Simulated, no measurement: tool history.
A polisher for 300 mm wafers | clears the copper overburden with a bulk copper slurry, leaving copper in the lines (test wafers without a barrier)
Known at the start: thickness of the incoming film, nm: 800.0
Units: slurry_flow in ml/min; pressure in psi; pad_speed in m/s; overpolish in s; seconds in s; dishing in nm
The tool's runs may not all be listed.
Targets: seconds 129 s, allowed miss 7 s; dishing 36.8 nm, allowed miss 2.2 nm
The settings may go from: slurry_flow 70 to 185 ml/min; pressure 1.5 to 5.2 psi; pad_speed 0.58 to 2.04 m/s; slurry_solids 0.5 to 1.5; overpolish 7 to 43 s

run 1 hour=0 | slurry_flow=120 pressure=3.3 pad_speed=1.3 slurry_solids=1 overpolish=22 | seconds=67.438 dishing=78.205
run 2 hour=2.9 | slurry_flow=120 pressure=3.3 pad_speed=1.3 slurry_solids=0.85 overpolish=22 | seconds=70.103 dishing=80.764
run 3 hour=10 | slurry_flow=120 pressure=3.3 pad_speed=1.12 slurry_solids=0.85 overpolish=22 | seconds=76.853 dishing=76.839
run 4 hour=10.5 | slurry_flow=120 pressure=3.3 pad_speed=1.12 slurry_solids=0.85 overpolish=27 | seconds=80.192 dishing=83.172
run 5 hour=11.6 | slurry_flow=120 pressure=3.3 pad_speed=1.12 slurry_solids=0.95 overpolish=27 | seconds=79.15 dishing=82.958
run 6 hour=18.9 | slurry_flow=120 pressure=4 pad_speed=1.12 slurry_solids=0.95 overpolish=27 | seconds=64.954 dishing=87.44
run 7 hour=27.1 | slurry_flow=125 pressure=3 pad_speed=1 slurry_solids=1 overpolish=17 | seconds=89.606 dishing=64.379
run 8 hour=30.1 | slurry_flow=135 pressure=2.8 pad_speed=0.96 slurry_solids=1.05 overpolish=16 | seconds=100.49 dishing=60.074
run 9 hour=31.4 | slurry_flow=165 pressure=1.8 pad_speed=1.16 slurry_solids=1.3 overpolish=7 | seconds=116.96 dishing=30.342
run 10 hour=34.9 | slurry_flow=160 pressure=1.8 pad_speed=1.14 slurry_solids=1.3 overpolish=7 | seconds=120.63 dishing=29.19
run 11 hour=38.4 | slurry_flow=160 pressure=1.8 pad_speed=1.12 slurry_solids=1.25 overpolish=7 | seconds=121.54 dishing=28.813
run 12 hour=40.9 | slurry_flow=160 pressure=1.8 pad_speed=1.1 slurry_solids=1.25 overpolish=8 | seconds=125.75 dishing=31.496
run 13 hour=49 | slurry_flow=160 pressure=1.9 pad_speed=1.04 slurry_solids=1.25 overpolish=16 | seconds=125.96 dishing=50.19
run 14 hour=53.8 | slurry_flow=160 pressure=1.8 pad_speed=1.06 slurry_solids=1.25 overpolish=15 | seconds=129.62 dishing=47.457
run 15 hour=59.3 | slurry_flow=160 pressure=1.8 pad_speed=1.08 slurry_solids=1.25 overpolish=15 | seconds=123.68 dishing=47.626
run 16 hour=61.3 | slurry_flow=160 pressure=1.8 pad_speed=1.1 slurry_solids=1.25 overpolish=14 | seconds=124.39 dishing=47.131
run 17 hour=62.1 | slurry_flow=160 pressure=1.8 pad_speed=1.1 slurry_solids=1.25 overpolish=13 | seconds=125.12 dishing=43.802

Which of these 5 next moves meets every target?
run A hour=62.9 | slurry_flow=165 pressure=2 pad_speed=1.02 slurry_solids=1.3 overpolish=9 | seconds=? dishing=?
run B hour=62.9 | slurry_flow=155 pressure=1.9 pad_speed=1.12 slurry_solids=1.2 overpolish=16 | seconds=? dishing=?
run C hour=62.9 | slurry_flow=130 pressure=1.7 pad_speed=1.14 slurry_solids=1.5 overpolish=19 | seconds=? dishing=?
run D hour=62.9 | slurry_flow=165 pressure=2 pad_speed=0.94 slurry_solids=1.25 overpolish=10 | seconds=? dishing=?
run E hour=62.9 | slurry_flow=180 pressure=2.2 pad_speed=1 slurry_solids=1.25 overpolish=9 | seconds=? dishing=?

move=A seconds=118.96 dishing=35.829
move=B seconds=118.97 dishing=52.174
move=C seconds=128.34 dishing=54.317
move=D seconds=128.14 dishing=36.656
move=E seconds=109.82 dishing=38.215
A: brings the result that was furthest off to its target, and leaves another outside
B: further off than the last run
C: further off than the last run
D: meets every target
E: brings the result that was furthest off to its target, and leaves another outside
The right move is D.
